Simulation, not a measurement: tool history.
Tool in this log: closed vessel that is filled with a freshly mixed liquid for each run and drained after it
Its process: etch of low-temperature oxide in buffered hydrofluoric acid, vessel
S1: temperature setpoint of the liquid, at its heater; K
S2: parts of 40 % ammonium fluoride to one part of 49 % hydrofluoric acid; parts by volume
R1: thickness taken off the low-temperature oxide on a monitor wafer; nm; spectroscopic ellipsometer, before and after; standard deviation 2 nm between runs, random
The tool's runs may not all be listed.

run 1 day=0.000 | S1=296.15 S2=13.5 time_in_the_liquid_(s)=35 | R1=148.92
run 2 day=0.075 | S1=296.15 S2=13.5 time_in_the_liquid_(s)=30 | R1=130.89
run 3 day=0.188 | S1=298.65 S2=13.5 time_in_the_liquid_(s)=30 | R1=151.52
run 4 day=0.354 | S1=298.65 S2=13.5 time_in_the_liquid_(s)=35 | R1=171.80
run 5 day=0.446 | S1=298.65 S2=13.5 time_in_the_liquid_(s)=35 | R1=174.95
run 6 day=0.712 | S1=299.15 S2=13.5 time_in_the_liquid_(s)=35 | R1=178.66
run 7 day=0.788 | S1=299.65 S2=13.5 time_in_the_liquid_(s)=35 | R1=181.03
run 8 day=1.054 | S1=300.15 S2=13.5 time_in_the_liquid_(s)=35 | R1=188.03

Predict the results of run 9:
run 9 day=1.138 | S1=300.65 S2=13.5 time_in_the_liquid_(s)=35 | R1=?

Run 9 produced R1 191.46 nm.

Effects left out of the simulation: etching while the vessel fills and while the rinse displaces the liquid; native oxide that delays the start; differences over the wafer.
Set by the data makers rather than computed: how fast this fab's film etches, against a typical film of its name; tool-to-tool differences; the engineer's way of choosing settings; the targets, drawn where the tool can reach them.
